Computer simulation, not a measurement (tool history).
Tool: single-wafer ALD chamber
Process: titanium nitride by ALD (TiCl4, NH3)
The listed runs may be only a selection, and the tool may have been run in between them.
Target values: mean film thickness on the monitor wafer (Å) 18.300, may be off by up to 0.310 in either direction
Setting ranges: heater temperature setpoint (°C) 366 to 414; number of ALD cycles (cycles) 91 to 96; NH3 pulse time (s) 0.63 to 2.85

| run | hour | heater temperature setpoint (°C) | number of ALD cycles (cycles) | NH3 pulse time (s) | mean film thickness on the monitor wafer (Å) |
|---|---|---|---|---|---|
| 1 | 0.0 | 390 | 96 | 1.74 | 20.806 |
| 2 | 7.0 | 390 | 96 | 1.99 | 20.916 |
| 3 | 15.2 | 394 | 96 | 1.99 | 21.017 |
| 4 | 19.4 | 399 | 96 | 1.99 | 21.076 |
| 5 | 26.6 | 399 | 96 | 1.99 | 21.221 |
| 6 | 31.5 | 399 | 96 | 1.81 | 21.113 |
| 7 | 37.0 | 390 | 95 | 1.47 | 20.412 |
| 8 | 40.2 | 383 | 94 | 1.23 | 19.578 |
| 9 | 48.3 | 380 | 93 | 1.10 | 19.115 |
| 10 | 57.1 | 378 | 92 | 1.04 | 18.705 |

Below are 4 possible settings for the next run. Only one of them brings all results inside the allowed miss of their targets. Which is it?
| A | 65.9 | 386 | 93 | 0.66 | ? |
| B | 65.9 | 377 | 93 | 1.06 | ? |
| C | 65.9 | 380 | 93 | 1.15 | ? |
| D | 65.9 | 385 | 92 | 0.81 | ? |

| move | mean film thickness on the monitor wafer (Å) |
|---|---|
| A | 17.739 |
| B | 18.840 |
| C | 19.146 |
| D | 18.236 |
A: pushes the last run's worst result past its target
B: lands further from the targets than the last run did
C: lands further from the targets than the last run did
D: each result inside its tolerance
Go with D: it meets all targets.
